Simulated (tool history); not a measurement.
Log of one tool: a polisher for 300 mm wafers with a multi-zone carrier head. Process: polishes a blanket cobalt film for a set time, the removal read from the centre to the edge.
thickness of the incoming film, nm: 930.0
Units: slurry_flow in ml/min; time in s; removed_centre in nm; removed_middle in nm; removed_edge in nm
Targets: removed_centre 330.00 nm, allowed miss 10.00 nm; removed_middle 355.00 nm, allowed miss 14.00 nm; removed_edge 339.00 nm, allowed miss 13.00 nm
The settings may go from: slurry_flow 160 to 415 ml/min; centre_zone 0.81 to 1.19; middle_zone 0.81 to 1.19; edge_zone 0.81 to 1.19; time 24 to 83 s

| run | day | slurry_flow | centre_zone | middle_zone | edge_zone | time | removed_centre | removed_middle | removed_edge |
|---|---|---|---|---|---|---|---|---|---|
| 1 | 0.000 | 265 | 1.00 | 1.00 | 1.00 | 53 | 258.27 | 270.70 | 259.35 |
| 2 | 0.225 | 305 | 1.00 | 1.00 | 1.00 | 53 | 262.22 | 271.14 | 257.64 |
| 3 | 0.308 | 295 | 1.01 | 1.02 | 1.03 | 56 | 281.47 | 293.86 | 269.96 |
| 4 | 0.617 | 265 | 1.01 | 1.02 | 1.03 | 56 | 277.74 | 288.95 | 275.88 |
| 5 | 0.879 | 265 | 0.93 | 1.02 | 1.03 | 56 | 259.32 | 290.95 | 276.27 |
| 6 | 1.042 | 260 | 0.94 | 1.02 | 1.04 | 59 | 275.03 | 305.91 | 288.90 |
|  | 1.108 | edge zone pressure recalibrated |
| 7 | 1.108 | 250 | 0.95 | 1.02 | 1.05 | 61 | 283.11 | 313.05 | 310.99 |
| 8 | 1.217 | 255 | 0.97 | 1.03 | 1.06 | 62 | 294.03 | 324.27 | 315.90 |
| 9 | 1.421 | 260 | 0.99 | 1.04 | 1.07 | 63 | 303.60 | 329.17 | 318.55 |
| 10 | 1.629 | 260 | 1.00 | 1.05 | 1.07 | 64 | 312.14 | 336.67 | 327.94 |
| 11 | 1.883 | 265 | 1.01 | 1.06 | 1.07 | 64 | 319.04 | 345.15 | 325.61 |
| 12 | 2.204 | 265 | 1.01 | 1.06 | 1.08 | 64 | 318.97 | 338.83 | 323.53 |

5 next moves are on the table. One of them brings every result within its allowed miss. Which?
| A | 2.525 | 390 | 0.99 | 1.10 | 0.98 | 62 | ? | ? | ? |
| B | 2.525 | 315 | 1.04 | 1.10 | 1.16 | 63 | ? | ? | ? |
| C | 2.525 | 210 | 1.00 | 0.91 | 1.01 | 68 | ? | ? | ? |
| D | 2.525 | 380 | 1.06 | 1.19 | 1.03 | 61 | ? | ? | ? |
| E | 2.525 | 285 | 1.10 | 1.11 | 1.11 | 60 | ? | ? | ? |

| move | removed_centre | removed_middle | removed_edge |
|---|---|---|---|
| A | 312.55 | 354.27 | 311.58 |
| B | 327.41 | 353.59 | 339.80 |
| C | 323.11 | 311.34 | 331.85 |
| D | 328.92 | 372.10 | 313.18 |
| E | 326.55 | 336.11 | 314.08 |
A: further off than the last run
B: meets every target
C: brings the result that was furthest off to its target, and leaves another outside
D: further off than the last run
E: further off than the last run
The right move is B.
